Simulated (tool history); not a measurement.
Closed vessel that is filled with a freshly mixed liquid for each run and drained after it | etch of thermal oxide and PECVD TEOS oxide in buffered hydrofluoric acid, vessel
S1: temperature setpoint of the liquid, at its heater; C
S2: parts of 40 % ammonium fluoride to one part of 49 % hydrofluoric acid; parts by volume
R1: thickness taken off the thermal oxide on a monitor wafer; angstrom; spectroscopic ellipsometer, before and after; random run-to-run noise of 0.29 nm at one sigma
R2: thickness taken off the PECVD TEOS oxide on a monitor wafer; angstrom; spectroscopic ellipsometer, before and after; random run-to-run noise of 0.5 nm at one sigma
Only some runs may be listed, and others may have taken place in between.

run 1 day=0.000 | S1=20.0 S2=17.0 time_in_the_liquid_(s)=60 | R1=357.97 R2=1040.30
run 2 day=0.167 | S1=20.0 S2=22.0 time_in_the_liquid_(s)=60 | R1=285.63 R2=832.83
run 3 day=0.342 | S1=20.0 S2=26.0 time_in_the_liquid_(s)=60 | R1=251.14 R2=743.00
run 4 day=0.425 | S1=21.5 S2=25.0 time_in_the_liquid_(s)=60 | R1=285.73 R2=831.28
run 5 day=0.754 | S1=21.5 S2=28.0 time_in_the_liquid_(s)=60 | R1=261.92 R2=768.17
run 6 day=0.904 | S1=18.5 S2=28.0 time_in_the_liquid_(s)=60 | R1=222.84 R2=645.74
run 7 day=1.008 | S1=20.0 S2=26.5 time_in_the_liquid_(s)=60 | R1=250.47 R2=736.24
run 8 day=1.088 | S1=21.5 S2=25.5 time_in_the_liquid_(s)=60 | R1=281.26 R2=815.58
run 9 day=1.392 | S1=25.5 S2=20.0 time_in_the_liquid_(s)=60 | R1=415.55 R2=1210.90

The next listed run, before its measurement:
run 10 day=1.546 | S1=26.0 S2=20.0 time_in_the_liquid_(s)=60 | R1=? R2=?

{"run 10": {"R1": 424.07, "R2": 1240.5}}
